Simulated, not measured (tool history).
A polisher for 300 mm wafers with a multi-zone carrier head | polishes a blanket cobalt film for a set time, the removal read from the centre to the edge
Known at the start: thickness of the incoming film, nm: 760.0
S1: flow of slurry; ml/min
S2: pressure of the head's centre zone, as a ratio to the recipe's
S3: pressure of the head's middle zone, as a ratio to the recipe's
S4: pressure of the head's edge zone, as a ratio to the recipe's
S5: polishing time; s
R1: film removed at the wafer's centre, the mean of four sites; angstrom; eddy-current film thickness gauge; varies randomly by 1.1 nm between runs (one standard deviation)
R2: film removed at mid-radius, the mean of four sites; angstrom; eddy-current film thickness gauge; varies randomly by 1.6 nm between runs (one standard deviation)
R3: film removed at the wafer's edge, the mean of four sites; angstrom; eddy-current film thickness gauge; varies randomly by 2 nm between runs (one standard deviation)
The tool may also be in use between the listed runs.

run  hour   S1    S2    S3    S4  S5      R1      R2      R3
  1     0  150     1     1     1  38  2191.1    2135  2184.8
  2     2  135  0.94     1  0.98  36  1905.9    1974  2037.4
  3   3.6  135  0.94  1.05  0.98  36  1864.2  2073.7  2009.5
  4   8.7  135  0.94  1.05  0.98  40  2114.1  2290.4  2220.4
  5  13.8  135  0.94  1.05  0.98  33  1729.3  1875.9  1842.8
  6    17  125   0.9  1.05  0.96  32  1569.3  1796.2  1720.7
  7  24.7  115  0.88  1.04  0.97  32  1505.7  1764.5  1705.5
  8  29.6  110  0.87  1.03  0.98  32  1446.7  1711.2  1727.2
     35.7  -- worn pad replaced by a new one
  9  35.7  105  0.87  1.03  0.98  32    1541  1814.5  1833.4
 10  37.4  105  0.87  1.03  0.98  32  1547.1  1834.8  1871.6
 11  43.9  120  0.86  1.03  0.99  32  1582.1  1878.7  1872.4
 12  46.3  110  0.86  1.03  0.98  32  1572.6  1845.2  1834.9

Estimate the outcome of run 13 from the log above:
 13  52.8  105  0.85  1.03  0.97  31   ?   ?   ?

Logged for run 13: R1 1443.6 angstrom, R2 1747.6 angstrom, R3 1721.3 angstrom.
